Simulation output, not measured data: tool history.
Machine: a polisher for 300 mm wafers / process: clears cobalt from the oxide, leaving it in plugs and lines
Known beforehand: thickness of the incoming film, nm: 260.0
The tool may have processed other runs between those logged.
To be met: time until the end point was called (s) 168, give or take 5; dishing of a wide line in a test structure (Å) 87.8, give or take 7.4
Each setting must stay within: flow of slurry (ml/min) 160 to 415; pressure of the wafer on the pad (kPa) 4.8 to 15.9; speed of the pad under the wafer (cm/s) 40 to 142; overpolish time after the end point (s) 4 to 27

run,hour,flow of slurry (ml/min),pressure of the wafer on the pad (kPa),speed of the pad under the wafer (cm/s),overpolish time after the end point (s),time until the end point was called (s),dishing of a wide line in a test structure (Å)
1,0,265,10.3,90,14,91.918,299.34
2,1.2,265,9.7,88,13,98.824,275.98
3,1.8,265,9.7,88,10,97.76,233.4
4,8.3,265,9.7,78,10,108.82,203.19
5,11,215,9.7,78,10,113.67,195.38
6,17,210,9.7,76,9,116.56,186.12
7,21.3,285,6.9,76,4,133.68,73.843
8,30.3,285,6.9,76,4,135.36,75.144
9,33.4,275,6.9,76,4,134.86,74.84
10,37.5,270,6.9,76,5,133.95,91.821

Which one of the following 4 next-run settings gets every result inside its allowed miss? There is exactly one.
A,41.6,270,4.8,66,9,?,?
B,41.6,250,6.9,58,8,?,?
C,41.6,275,7.6,58,6,?,?
D,41.6,290,6.9,86,4,?,?

move,time until the end point was called (s),dishing of a wide line in a test structure (Å)
A,184.75,115.29
B,179.29,106.37
C,168.91,86.059
D,120.75,80.544
A: the result that was furthest off in the last run now lies on the other side of its target
B: the result that was furthest off in the last run now lies on the other side of its target
C: all results land within tolerance of their targets
D: further off than the last run
The move that meets every target is C.
